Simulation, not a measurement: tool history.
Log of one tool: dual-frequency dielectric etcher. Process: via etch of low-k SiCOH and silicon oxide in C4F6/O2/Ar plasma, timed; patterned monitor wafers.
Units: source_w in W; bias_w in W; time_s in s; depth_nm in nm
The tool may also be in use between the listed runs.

run,hour,source_w,bias_w,time_s,depth_nm
1,0,310,248,44,117.61
2,7,310,289,44,125.44
3,15.5,310,314,44,131.18
4,21.2,310,314,44,130.01
5,26.2,310,314,44,130.93
6,29.9,310,314,40,119.4
7,37.1,300,312,40,117.22
8,41.5,290,311,40,116.39
9,48,280,310,40,113.84
10,51.2,270,309,40,112.83
11,59.4,260,308,40,112.62
12,61.4,250,307,40,110.11

The next listed run, before its measurement:
13,65.6,250,306,40,?

depth_nm: 111.04 nm
